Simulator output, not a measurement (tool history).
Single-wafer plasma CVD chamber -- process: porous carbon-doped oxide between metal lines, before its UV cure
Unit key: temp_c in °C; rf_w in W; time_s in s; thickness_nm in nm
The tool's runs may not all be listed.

Run 1, day 0: temp_c 285 °C, rf_w 665 W, time_s 40.1 s. Result: thickness_nm 250.9 nm.
Run 2, day 0.104: temp_c 289 °C, rf_w 665 W, time_s 40.1 s. Result: thickness_nm 245.29 nm.
Run 3, day 0.304: temp_c 282 °C, rf_w 665 W, time_s 40.1 s. Result: thickness_nm 255.32 nm.
Run 4, day 0.533: temp_c 280 °C, rf_w 670 W, time_s 40.1 s. Result: thickness_nm 260.6 nm.
Run 5, day 0.696: temp_c 280 °C, rf_w 745 W, time_s 40.1 s. Result: thickness_nm 279.64 nm.
Run 6, day 1.067: temp_c 291 °C, rf_w 745 W, time_s 40.1 s. Result: thickness_nm 258.65 nm.
Run 7, day 1.283: temp_c 289 °C, rf_w 750 W, time_s 40.1 s. Result: thickness_nm 263.28 nm.
Run 8, day 1.396: temp_c 287 °C, rf_w 755 W, time_s 40.1 s. Result: thickness_nm 270.09 nm.

What will run 9 give?
Run 9, day 1.554: temp_c 286 °C, rf_w 760 W, time_s 40.1 s. Result: thickness_nm ?.

{"run 9": {"thickness_nm": 270.1}}

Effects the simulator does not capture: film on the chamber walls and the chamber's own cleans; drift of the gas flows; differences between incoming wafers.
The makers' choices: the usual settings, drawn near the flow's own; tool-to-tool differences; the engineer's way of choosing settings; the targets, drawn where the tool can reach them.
